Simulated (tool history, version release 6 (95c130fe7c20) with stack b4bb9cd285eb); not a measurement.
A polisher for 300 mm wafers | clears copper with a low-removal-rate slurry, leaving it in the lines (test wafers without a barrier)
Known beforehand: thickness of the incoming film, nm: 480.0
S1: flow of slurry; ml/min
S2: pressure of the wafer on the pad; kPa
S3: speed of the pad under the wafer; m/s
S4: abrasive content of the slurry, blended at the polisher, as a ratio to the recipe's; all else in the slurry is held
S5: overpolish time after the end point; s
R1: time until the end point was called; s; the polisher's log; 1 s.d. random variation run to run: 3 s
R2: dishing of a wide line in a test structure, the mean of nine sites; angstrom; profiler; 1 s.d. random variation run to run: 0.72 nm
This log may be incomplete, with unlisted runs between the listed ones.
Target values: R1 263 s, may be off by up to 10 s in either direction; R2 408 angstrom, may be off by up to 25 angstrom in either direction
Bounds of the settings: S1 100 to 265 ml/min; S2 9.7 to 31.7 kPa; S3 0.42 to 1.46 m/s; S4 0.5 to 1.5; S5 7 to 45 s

run,hour,S1,S2,S3,S4,S5,R1,R2
1,0,170,20.7,0.94,1,23,153.24,438.96
2,1.9,170,20.7,0.94,0.9,23,152.83,440.08
3,5.9,205,20.7,0.94,0.9,23,151.44,428.64
4,9.7,205,20.7,0.94,1,23,149.79,443.04
5,18.5,205,20.7,1.16,1,23,124.71,515.45
6,26,205,20.7,1.16,1,17,125.91,391.33
7,31.8,205,17.2,1.08,1,22,158.17,412.45
8,33.5,185,11.7,0.9,1,32,268.87,342.2

Exactly one of the 4 candidate moves below puts every result within its allowed miss. Which one?
A,35.2,250,11.7,0.92,0.8,39,?,?
B,35.2,210,13.8,0.9,0.8,35,?,?
C,35.2,180,11.7,0.92,1,27,?,?
D,35.2,150,11.7,1.04,1.25,45,?,?

move,R1,R2
A,265.76,402.85
B,236.99,413.34
C,269.45,304.32
D,241.8,470.55
A: all results in spec
B: puts the biggest miss on target and leaves a different result outside tolerance
C: its largest miss is bigger than the last run's
D: moves the result that the last run missed by most past its target, out the other side
So the answer is move A, the one that meets all the targets.
